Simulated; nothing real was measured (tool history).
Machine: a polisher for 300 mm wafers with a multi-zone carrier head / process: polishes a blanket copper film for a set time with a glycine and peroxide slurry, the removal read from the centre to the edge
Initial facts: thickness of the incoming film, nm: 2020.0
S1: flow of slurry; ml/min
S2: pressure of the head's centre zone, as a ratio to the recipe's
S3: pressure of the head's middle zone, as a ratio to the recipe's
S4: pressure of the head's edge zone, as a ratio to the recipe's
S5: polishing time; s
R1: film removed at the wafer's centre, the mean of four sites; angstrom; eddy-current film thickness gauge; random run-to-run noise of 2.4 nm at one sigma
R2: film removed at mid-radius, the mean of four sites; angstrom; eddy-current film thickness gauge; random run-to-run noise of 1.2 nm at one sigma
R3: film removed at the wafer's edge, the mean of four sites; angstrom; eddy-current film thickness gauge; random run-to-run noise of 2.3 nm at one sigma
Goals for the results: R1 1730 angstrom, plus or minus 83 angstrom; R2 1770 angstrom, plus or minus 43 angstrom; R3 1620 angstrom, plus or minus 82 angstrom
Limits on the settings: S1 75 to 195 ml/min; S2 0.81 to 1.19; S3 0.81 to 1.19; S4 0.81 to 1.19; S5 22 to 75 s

run    day   S1    S2    S3    S4  S5      R1      R2      R3
  1      0  125     1     1     1  48  2069.3  2136.6  2101.6
  2  0.029  125     1     1  1.06  48  2055.5  2129.4  2159.6
  3  0.179  120     1     1  1.01  46    1985  2021.8  2041.3
  4  0.225  120     1  1.01  0.97  44  1932.4  1937.9  1926.6
  5  0.529  150     1  1.01  0.97  44    1987    2011  1976.2
  6  0.712  140  0.99  1.02  0.93  43  1850.4  1948.4  1838.5
  7  0.817  130  0.99  1.01   0.9  43  1870.7  1934.2  1824.4
  8   0.95  110  0.99  1.01  0.82  38  1607.2  1653.9  1533.6

Exercise: of the 5 proposed moves below, exactly one satisfies all targets within the stated allowed misses. Which move is it?
  A  1.083  105  1.01     1  0.81  41   ?   ?   ?
  B  1.083  185  1.05  1.13  0.81  36   ?   ?   ?
  C  1.083  145  1.07  1.18  0.81  37   ?   ?   ?
  D  1.083  125  1.14  0.99  0.81  40   ?   ?   ?
  E  1.083  115  1.04  0.96  0.87  39   ?   ?   ?

move      R1      R2      R3
   A  1700.8    1765  1656.4
   B  1697.5  1846.8  1538.9
   C  1708.8  1898.9  1543.3
   D  1903.5  1754.5  1646.6
   E  1686.6  1651.1  1643.1
A: all results land within tolerance of their targets
B: the result that was furthest off in the last run now lies on the other side of its target
C: the result that was furthest off in the last run now lies on the other side of its target
D: puts the biggest miss on target and leaves a different result outside tolerance
E: just as far off the targets as the last run
Correct choice: A, which meets every target
